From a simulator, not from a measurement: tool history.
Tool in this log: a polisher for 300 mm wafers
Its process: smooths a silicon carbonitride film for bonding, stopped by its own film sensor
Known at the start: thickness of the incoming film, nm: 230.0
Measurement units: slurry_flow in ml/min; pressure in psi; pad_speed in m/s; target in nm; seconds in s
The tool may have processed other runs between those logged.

Run 1, hour 0.0: slurry_flow 120 ml/min, pressure 1.7 psi, pad_speed 0.70 m/s, slurry_solids 1.0, target 215 nm. Result: seconds 89.690 s.
Run 2, hour 3.5: slurry_flow 145 ml/min, pressure 1.7 psi, pad_speed 0.70 m/s, slurry_solids 1.0, target 215 nm. Result: seconds 86.215 s.
Run 3, hour 12.3: slurry_flow 145 ml/min, pressure 1.9 psi, pad_speed 0.70 m/s, slurry_solids 1.0, target 215 nm. Result: seconds 79.851 s.
Run 4, hour 17.4: slurry_flow 145 ml/min, pressure 2.0 psi, pad_speed 0.70 m/s, slurry_solids 1.0, target 215 nm. Result: seconds 77.800 s.
Run 5, hour 18.2: slurry_flow 145 ml/min, pressure 2.0 psi, pad_speed 0.76 m/s, slurry_solids 1.0, target 215 nm. Result: seconds 72.159 s.
Run 6, hour 18.9: slurry_flow 145 ml/min, pressure 2.0 psi, pad_speed 0.76 m/s, slurry_solids 0.9, target 215 nm. Result: seconds 78.041 s.
Run 7, hour 22.1: slurry_flow 145 ml/min, pressure 2.1 psi, pad_speed 0.76 m/s, slurry_solids 0.9, target 215 nm. Result: seconds 74.706 s.

Expected results for the next run?
Run 8, hour 23.0: slurry_flow 145 ml/min, pressure 2.2 psi, pad_speed 0.76 m/s, slurry_solids 0.9, target 215 nm. Result: seconds ?.

seconds: 72.708 s
